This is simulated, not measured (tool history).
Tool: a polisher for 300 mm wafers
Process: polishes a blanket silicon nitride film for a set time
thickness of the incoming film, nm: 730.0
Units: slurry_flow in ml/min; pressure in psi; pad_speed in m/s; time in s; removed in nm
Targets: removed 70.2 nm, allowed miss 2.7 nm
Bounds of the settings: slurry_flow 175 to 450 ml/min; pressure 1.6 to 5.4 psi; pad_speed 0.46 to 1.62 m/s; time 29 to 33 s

Run 1, hour 0: slurry_flow 290 ml/min, pressure 3.5 psi, pad_speed 1.04 m/s, time 33 s. Result: removed 49.299 nm.
Run 2, hour 6: slurry_flow 230 ml/min, pressure 3.5 psi, pad_speed 1.04 m/s, time 33 s. Result: removed 46.803 nm.
Run 3, hour 8.2: slurry_flow 250 ml/min, pressure 3.8 psi, pad_speed 1.04 m/s, time 33 s. Result: removed 52.356 nm.
Run 4, hour 16.6: slurry_flow 265 ml/min, pressure 4 psi, pad_speed 1.04 m/s, time 33 s. Result: removed 55.551 nm.
Run 5, hour 22.5: slurry_flow 265 ml/min, pressure 4 psi, pad_speed 0.82 m/s, time 33 s. Result: removed 45.476 nm.
Run 6, hour 25.1: slurry_flow 275 ml/min, pressure 4.3 psi, pad_speed 0.82 m/s, time 33 s. Result: removed 48.385 nm.
Run 7, hour 28: slurry_flow 280 ml/min, pressure 4.6 psi, pad_speed 0.84 m/s, time 33 s. Result: removed 53.936 nm.
Run 8, hour 29: slurry_flow 285 ml/min, pressure 4.8 psi, pad_speed 0.86 m/s, time 33 s. Result: removed 58.996 nm.
Run 9, hour 36: slurry_flow 285 ml/min, pressure 4.8 psi, pad_speed 0.86 m/s, time 33 s. Result: removed 56.754 nm.
Run 10, hour 37.5: slurry_flow 285 ml/min, pressure 4.9 psi, pad_speed 0.88 m/s, time 33 s. Result: removed 60.046 nm.
Run 11, hour 45.8: slurry_flow 285 ml/min, pressure 5 psi, pad_speed 0.88 m/s, time 33 s. Result: removed 60.442 nm.
Run 12, hour 54.2: slurry_flow 290 ml/min, pressure 5.1 psi, pad_speed 0.9 m/s, time 33 s. Result: removed 63.698 nm.
Run 13, hour 57.1: slurry_flow 290 ml/min, pressure 5.2 psi, pad_speed 0.9 m/s, time 33 s. Result: removed 62.844 nm.
Run 14, hour 65.3: slurry_flow 295 ml/min, pressure 5.2 psi, pad_speed 0.92 m/s, time 33 s. Result: removed 64.974 nm.
Run 15, hour 69.9: slurry_flow 295 ml/min, pressure 5.2 psi, pad_speed 0.94 m/s, time 33 s. Result: removed 65.931 nm.

4 next moves are on the table. One of them brings every result within its allowed miss. Which?
Run A, hour 74.5: slurry_flow 315 ml/min, pressure 4.9 psi, pad_speed 1.04 m/s, time 29 s. Result: removed ?.
Run B, hour 74.5: slurry_flow 260 ml/min, pressure 4.9 psi, pad_speed 1.1 m/s, time 29 s. Result: removed ?.
Run C, hour 74.5: slurry_flow 290 ml/min, pressure 5.3 psi, pad_speed 0.86 m/s, time 33 s. Result: removed ?.
Run D, hour 74.5: slurry_flow 380 ml/min, pressure 5.4 psi, pad_speed 1.02 m/s, time 30 s. Result: removed ?.

move  removed
   A   61.825
   B   62.488
   C    64.36
   D    71.16
A: further off than the last run
B: further off than the last run
C: further off than the last run
D: meets every target
Answer: D
